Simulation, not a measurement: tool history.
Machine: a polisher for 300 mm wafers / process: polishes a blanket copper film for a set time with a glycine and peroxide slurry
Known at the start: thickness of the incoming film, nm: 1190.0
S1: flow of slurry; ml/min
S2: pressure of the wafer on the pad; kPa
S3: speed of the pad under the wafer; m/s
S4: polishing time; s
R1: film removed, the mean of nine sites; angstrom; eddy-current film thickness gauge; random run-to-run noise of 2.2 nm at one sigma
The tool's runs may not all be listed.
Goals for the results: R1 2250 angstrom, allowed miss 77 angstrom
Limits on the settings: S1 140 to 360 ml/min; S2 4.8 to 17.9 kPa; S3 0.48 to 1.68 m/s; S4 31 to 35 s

Run 1, hour 0: S1 230 ml/min, S2 11 kPa, S3 1.08 m/s, S4 35 s. Result: R1 1512.4 angstrom.
Run 2, hour 6.5: S1 230 ml/min, S2 11 kPa, S3 1.08 m/s, S4 31 s. Result: R1 1352.8 angstrom.
Run 3, hour 12.1: S1 230 ml/min, S2 11 kPa, S3 1.08 m/s, S4 31 s. Result: R1 1352.9 angstrom.
Run 4, hour 19.8: S1 230 ml/min, S2 12.4 kPa, S3 1.1 m/s, S4 31 s. Result: R1 1507.1 angstrom.
Run 5, hour 21.2: S1 260 ml/min, S2 12.4 kPa, S3 1.1 m/s, S4 31 s. Result: R1 1490.4 angstrom.
Run 6, hour 27.7: S1 260 ml/min, S2 13.1 kPa, S3 1.12 m/s, S4 31 s. Result: R1 1584.7 angstrom.
Run 7, hour 36.5: S1 260 ml/min, S2 13.8 kPa, S3 1.14 m/s, S4 31 s. Result: R1 1669.1 angstrom.
Run 8, hour 45.1: S1 260 ml/min, S2 14.5 kPa, S3 1.16 m/s, S4 31 s. Result: R1 1735.9 angstrom.
Run 9, hour 46.2: S1 260 ml/min, S2 15.2 kPa, S3 1.18 m/s, S4 31 s. Result: R1 1862.4 angstrom.
Run 10, hour 50: S1 260 ml/min, S2 15.9 kPa, S3 1.18 m/s, S4 31 s. Result: R1 1889.4 angstrom.
Run 11, hour 57.5: S1 260 ml/min, S2 16.5 kPa, S3 1.2 m/s, S4 31 s. Result: R1 2007.3 angstrom.
Run 12, hour 65.5: S1 260 ml/min, S2 16.5 kPa, S3 1.22 m/s, S4 31 s. Result: R1 2012.8 angstrom.
Run 13, hour 70.2: S1 260 ml/min, S2 16.5 kPa, S3 1.24 m/s, S4 31 s. Result: R1 2055 angstrom.

Which of these 4 next moves meets every target?
Run A, hour 74.9: S1 260 ml/min, S2 17.9 kPa, S3 1.3 m/s, S4 34 s. Result: R1 ?.
Run B, hour 74.9: S1 300 ml/min, S2 16.5 kPa, S3 1.38 m/s, S4 31 s. Result: R1 ?.
Run C, hour 74.9: S1 235 ml/min, S2 14.5 kPa, S3 1.36 m/s, S4 32 s. Result: R1 ?.
Run D, hour 74.9: S1 210 ml/min, S2 13.1 kPa, S3 1.26 m/s, S4 32 s. Result: R1 ?.

move      R1
   A  2455.7
   B  2236.2
   C    2003
   D  1726.5
A: pushes the last run's worst result past its target
B: hits every target within its allowed miss
C: further off than the last run
D: further off than the last run
Correct choice: B, which meets every target
